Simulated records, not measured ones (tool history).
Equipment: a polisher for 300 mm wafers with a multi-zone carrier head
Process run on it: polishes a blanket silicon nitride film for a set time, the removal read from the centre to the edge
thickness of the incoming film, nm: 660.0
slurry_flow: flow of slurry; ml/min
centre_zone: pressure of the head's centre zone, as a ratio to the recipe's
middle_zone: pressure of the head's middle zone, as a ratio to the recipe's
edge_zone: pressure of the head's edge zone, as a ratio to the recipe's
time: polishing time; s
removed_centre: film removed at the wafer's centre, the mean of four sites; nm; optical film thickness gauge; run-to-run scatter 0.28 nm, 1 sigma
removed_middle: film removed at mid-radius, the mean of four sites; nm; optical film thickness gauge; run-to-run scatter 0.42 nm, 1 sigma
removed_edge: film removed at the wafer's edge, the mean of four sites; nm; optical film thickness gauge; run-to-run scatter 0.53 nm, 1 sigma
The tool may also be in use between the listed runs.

run 1 hour=0.0 | slurry_flow=230 centre_zone=1.00 middle_zone=1.00 edge_zone=1.00 time=31 | removed_centre=43.346 removed_middle=43.748 removed_edge=43.698
run 2 hour=1.7 | slurry_flow=225 centre_zone=0.99 middle_zone=0.99 edge_zone=1.00 time=31 | removed_centre=43.096 removed_middle=43.603 removed_edge=44.360
run 3 hour=10.5 | slurry_flow=270 centre_zone=0.99 middle_zone=0.99 edge_zone=1.00 time=31 | removed_centre=44.208 removed_middle=44.200 removed_edge=44.109
run 4 hour=17.3 | slurry_flow=265 centre_zone=0.98 middle_zone=0.98 edge_zone=1.00 time=31 | removed_centre=43.163 removed_middle=44.356 removed_edge=43.663
run 5 hour=24.6 | slurry_flow=265 centre_zone=0.98 middle_zone=1.03 edge_zone=1.00 time=31 | removed_centre=43.868 removed_middle=45.710 removed_edge=44.939
run 6 hour=31.3 | slurry_flow=260 centre_zone=0.97 middle_zone=1.01 edge_zone=1.01 time=31 | removed_centre=43.174 removed_middle=45.015 removed_edge=44.315
run 7 hour=39.8 | slurry_flow=195 centre_zone=0.88 middle_zone=0.91 edge_zone=1.09 time=31 | removed_centre=37.833 removed_middle=39.832 removed_edge=43.794
run 8 hour=47.6 | slurry_flow=195 centre_zone=0.88 middle_zone=0.91 edge_zone=1.08 time=31 | removed_centre=38.220 removed_middle=39.137 removed_edge=44.181
run 9 hour=53.7 | slurry_flow=195 centre_zone=0.88 middle_zone=0.91 edge_zone=1.08 time=31 | removed_centre=37.930 removed_middle=39.273 removed_edge=44.294
-- hour=56.9 worn pad replaced by a new one
run 10 hour=56.9 | slurry_flow=195 centre_zone=0.88 middle_zone=0.91 edge_zone=1.07 time=31 | removed_centre=40.567 removed_middle=41.672 removed_edge=48.478
run 11 hour=60.3 | slurry_flow=195 centre_zone=0.89 middle_zone=0.91 edge_zone=1.07 time=31 | removed_centre=40.867 removed_middle=42.399 removed_edge=48.073
run 12 hour=63.2 | slurry_flow=200 centre_zone=0.89 middle_zone=0.91 edge_zone=1.08 time=31 | removed_centre=41.289 removed_middle=42.454 removed_edge=47.177
run 13 hour=71.3 | slurry_flow=200 centre_zone=0.90 middle_zone=0.92 edge_zone=1.06 time=31 | removed_centre=41.654 removed_middle=43.085 removed_edge=48.296
run 14 hour=76.6 | slurry_flow=200 centre_zone=0.90 middle_zone=0.92 edge_zone=1.06 time=31 | removed_centre=41.417 removed_middle=42.826 removed_edge=48.235
run 15 hour=79.0 | slurry_flow=200 centre_zone=0.90 middle_zone=0.92 edge_zone=1.06 time=31 | removed_centre=41.370 removed_middle=42.419 removed_edge=48.791
run 16 hour=81.4 | slurry_flow=200 centre_zone=0.90 middle_zone=0.92 edge_zone=1.07 time=31 | removed_centre=41.811 removed_middle=44.057 removed_edge=49.172

The next listed run, before its measurement:
run 17 hour=88.6 | slurry_flow=210 centre_zone=0.89 middle_zone=0.92 edge_zone=1.07 time=31 | removed_centre=? removed_middle=? removed_edge=?

For run 17 the tool returned removed_centre 41.428 nm, removed_middle 42.796 nm, removed_edge 47.813 nm.

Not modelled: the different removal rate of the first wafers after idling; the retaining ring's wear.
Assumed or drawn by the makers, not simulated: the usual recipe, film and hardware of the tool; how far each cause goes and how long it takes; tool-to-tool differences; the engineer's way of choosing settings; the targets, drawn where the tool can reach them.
